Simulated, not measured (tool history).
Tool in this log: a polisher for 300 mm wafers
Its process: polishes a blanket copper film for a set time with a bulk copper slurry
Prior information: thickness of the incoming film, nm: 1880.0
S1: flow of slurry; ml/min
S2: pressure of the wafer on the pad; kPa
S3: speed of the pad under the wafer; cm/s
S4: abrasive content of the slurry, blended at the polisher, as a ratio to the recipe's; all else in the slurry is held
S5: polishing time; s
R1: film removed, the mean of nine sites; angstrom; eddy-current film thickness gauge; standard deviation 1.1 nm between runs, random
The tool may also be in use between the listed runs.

run	day	S1	S2	S3	S4	S5	R1
1	0.000	240	21.4	96	1.0	29	2906.1
2	0.288	240	21.4	88	1.0	29	2692.9
3	0.571	240	21.4	88	1.0	29	2674.8
4	0.688	240	21.4	110	1.0	29	3304.2
5	1.017	240	21.4	132	1.0	29	3957.6
6	1.204	230	17.9	124	1.0	29	3192.3
7	1.533	225	15.2	116	1.0	29	2579.0
8	1.654	220	13.8	112	1.0	29	2336.0
9	1.846	215	12.4	108	1.0	29	2081.0
10	1.912	215	12.4	108	1.0	29	2074.0
11	2.025	205	11.7	108	1.0	29	1960.7
12	2.300	190	11.7	108	1.0	29	1942.6
13	2.425	170	9.7	108	1.0	29	1683.6
# day 2.692: slurry blender recalibrated
14	2.692	175	9.7	108	1.0	29	1824.1

What does the tool deliver on the next run?
15	2.875	175	9.7	106	1.0	29	?

Run 15 measured R1 1795.9 angstrom.
